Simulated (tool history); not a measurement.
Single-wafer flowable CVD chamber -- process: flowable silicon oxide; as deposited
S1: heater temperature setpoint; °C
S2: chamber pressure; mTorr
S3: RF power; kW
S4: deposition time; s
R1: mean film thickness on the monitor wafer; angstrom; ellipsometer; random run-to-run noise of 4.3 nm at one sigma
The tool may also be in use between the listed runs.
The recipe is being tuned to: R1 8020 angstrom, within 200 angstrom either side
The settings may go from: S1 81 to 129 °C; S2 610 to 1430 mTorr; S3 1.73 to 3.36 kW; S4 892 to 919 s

| run | day | S1 | S2 | S3 | S4 | R1 |
|---|---|---|---|---|---|---|
| 1 | 0 | 105 | 1020 | 2.545 | 892 | 6393 |
| 2 | 0.15 | 105 | 1020 | 2.205 | 892 | 6192.2 |
| 3 | 0.379 | 105 | 1020 | 1.875 | 892 | 5954.8 |
| 4 | 0.612 | 105 | 1020 | 1.73 | 892 | 5794.5 |
| 5 | 0.9 | 105 | 1080 | 1.73 | 892 | 6104.3 |
| 6 | 0.983 | 105 | 1080 | 1.73 | 919 | 6398.9 |
| 7 | 1.138 | 104 | 1080 | 1.73 | 919 | 6551.4 |
| 8 | 1.221 | 103 | 1080 | 1.73 | 919 | 6898.9 |
| 9 | 1.488 | 98 | 1080 | 1.73 | 919 | 8331.8 |

Below are 5 possible settings for the next run. Only one of them brings all results inside the allowed miss of their targets. Which is it?
| A | 1.754 | 98 | 1160 | 1.74 | 899 | ? |
| B | 1.754 | 97 | 1090 | 1.73 | 892 | ? |
| C | 1.754 | 98 | 1120 | 1.755 | 910 | ? |
| D | 1.754 | 96 | 1000 | 1.73 | 900 | ? |
| E | 1.754 | 88 | 780 | 1.755 | 919 | ? |

| move | R1 |
|---|---|
| A | 8682.8 |
| B | 8414.9 |
| C | 8534.9 |
| D | 8096.7 |
| E | 8673.4 |
A: its largest miss is bigger than the last run's
B: its largest miss is bigger than the last run's
C: its largest miss is bigger than the last run's
D: all results land within tolerance of their targets
E: its largest miss is bigger than the last run's
The right move is D.
